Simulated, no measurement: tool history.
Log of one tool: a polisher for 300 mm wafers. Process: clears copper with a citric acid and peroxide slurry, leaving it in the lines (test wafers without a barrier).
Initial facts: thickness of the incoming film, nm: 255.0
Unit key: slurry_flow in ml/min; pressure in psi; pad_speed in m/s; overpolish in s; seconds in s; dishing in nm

Run 1, day 0: slurry_flow 240 ml/min, pressure 2.4 psi, pad_speed 1.28 m/s, slurry_solids 1, overpolish 8 s. Result: seconds 117.19 s, dishing 13.763 nm.
Run 2, day 0.338: slurry_flow 240 ml/min, pressure 2.4 psi, pad_speed 1.28 m/s, slurry_solids 0.9, overpolish 8 s. Result: seconds 122.1 s, dishing 13.653 nm.
Run 3, day 0.696: slurry_flow 195 ml/min, pressure 2.4 psi, pad_speed 1.28 m/s, slurry_solids 0.9, overpolish 8 s. Result: seconds 124.64 s, dishing 13.319 nm.
Run 4, day 0.9: slurry_flow 220 ml/min, pressure 2.3 psi, pad_speed 1.3 m/s, slurry_solids 1, overpolish 7 s. Result: seconds 121.14 s, dishing 12.161 nm.
Run 5, day 1.046: slurry_flow 220 ml/min, pressure 1.9 psi, pad_speed 1.3 m/s, slurry_solids 1, overpolish 7 s. Result: seconds 137.32 s, dishing 10.535 nm.
Run 6, day 1.15: slurry_flow 245 ml/min, pressure 1.8 psi, pad_speed 1.32 m/s, slurry_solids 1.05, overpolish 6 s. Result: seconds 134.51 s, dishing 9.3693 nm.

Run 7, settings as shown, results not yet in. Your forecast:
Run 7, day 1.429: slurry_flow 265 ml/min, pressure 1.7 psi, pad_speed 1.34 m/s, slurry_solids 1.1, overpolish 5 s. Result: seconds ?, dishing ?.

seconds: 136.85 s
dishing: 7.7579 nm

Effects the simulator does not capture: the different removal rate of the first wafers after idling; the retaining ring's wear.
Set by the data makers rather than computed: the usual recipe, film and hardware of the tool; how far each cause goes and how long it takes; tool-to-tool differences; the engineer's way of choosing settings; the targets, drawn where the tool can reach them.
